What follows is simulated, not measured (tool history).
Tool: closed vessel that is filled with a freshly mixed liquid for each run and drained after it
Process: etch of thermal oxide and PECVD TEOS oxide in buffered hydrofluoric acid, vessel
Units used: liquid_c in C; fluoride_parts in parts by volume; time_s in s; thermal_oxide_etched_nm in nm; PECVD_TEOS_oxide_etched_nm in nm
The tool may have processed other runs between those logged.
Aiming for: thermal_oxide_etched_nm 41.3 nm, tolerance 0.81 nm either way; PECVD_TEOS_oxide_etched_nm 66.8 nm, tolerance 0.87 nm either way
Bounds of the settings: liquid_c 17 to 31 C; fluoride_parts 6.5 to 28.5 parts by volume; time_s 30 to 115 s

{"run": 1, "day": 0.0, "liquid_c": 23, "fluoride_parts": 17.5, "time_s": 60, "thermal_oxide_etched_nm": 30.453, "PECVD_TEOS_oxide_etched_nm": 49.462}
{"run": 2, "day": 0.167, "liquid_c": 23.5, "fluoride_parts": 17.5, "time_s": 60, "thermal_oxide_etched_nm": 31.446, "PECVD_TEOS_oxide_etched_nm": 50.581}
{"run": 3, "day": 0.329, "liquid_c": 24, "fluoride_parts": 17.5, "time_s": 60, "thermal_oxide_etched_nm": 32.47, "PECVD_TEOS_oxide_etched_nm": 52.233}
{"run": 4, "day": 0.538, "liquid_c": 24.5, "fluoride_parts": 17.5, "time_s": 60, "thermal_oxide_etched_nm": 33.321, "PECVD_TEOS_oxide_etched_nm": 53.843}
{"run": 5, "day": 0.912, "liquid_c": 25, "fluoride_parts": 17.5, "time_s": 60, "thermal_oxide_etched_nm": 34.123, "PECVD_TEOS_oxide_etched_nm": 55.068}
{"run": 6, "day": 1.275, "liquid_c": 25, "fluoride_parts": 15.5, "time_s": 60, "thermal_oxide_etched_nm": 38.221, "PECVD_TEOS_oxide_etched_nm": 62.107}
{"day": 1.371, "done": "thermometer replaced"}
{"run": 7, "day": 1.371, "liquid_c": 26, "fluoride_parts": 15.5, "time_s": 60, "thermal_oxide_etched_nm": 43.814, "PECVD_TEOS_oxide_etched_nm": 70.868}
{"run": 8, "day": 1.758, "liquid_c": 25.5, "fluoride_parts": 15.5, "time_s": 60, "thermal_oxide_etched_nm": 42.646, "PECVD_TEOS_oxide_etched_nm": 68.553}

Which single option among these 5 for the next run brings every result within its allowed miss of target? Just one does.
{"run": "A", "day": 2.146, "liquid_c": 26, "fluoride_parts": 15.5, "time_s": 55, "thermal_oxide_etched_nm": "?", "PECVD_TEOS_oxide_etched_nm": "?"}
{"run": "B", "day": 2.146, "liquid_c": 22.5, "fluoride_parts": 13.5, "time_s": 60, "thermal_oxide_etched_nm": "?", "PECVD_TEOS_oxide_etched_nm": "?"}
{"run": "C", "day": 2.146, "liquid_c": 31, "fluoride_parts": 11, "time_s": 30, "thermal_oxide_etched_nm": "?", "PECVD_TEOS_oxide_etched_nm": "?"}
{"run": "D", "day": 2.146, "liquid_c": 22.5, "fluoride_parts": 16, "time_s": 75, "thermal_oxide_etched_nm": "?", "PECVD_TEOS_oxide_etched_nm": "?"}
{"run": "E", "day": 2.146, "liquid_c": 25.5, "fluoride_parts": 16, "time_s": 65, "thermal_oxide_etched_nm": "?", "PECVD_TEOS_oxide_etched_nm": "?"}

move=A thermal_oxide_etched_nm=40.259 PECVD_TEOS_oxide_etched_nm=65.055
move=B thermal_oxide_etched_nm=41.559 PECVD_TEOS_oxide_etched_nm=67.156
move=C thermal_oxide_etched_nm=40.034 PECVD_TEOS_oxide_etched_nm=64.692
move=D thermal_oxide_etched_nm=43.962 PECVD_TEOS_oxide_etched_nm=71.039
move=E thermal_oxide_etched_nm=44.888 PECVD_TEOS_oxide_etched_nm=72.535
A: moves the result that the last run missed by most past its target, out the other side
B: every result lands within tolerance
C: moves the result that the last run missed by most past its target, out the other side
D: misses by more than the last run did
E: misses by more than the last run did
The move that meets every target is B.
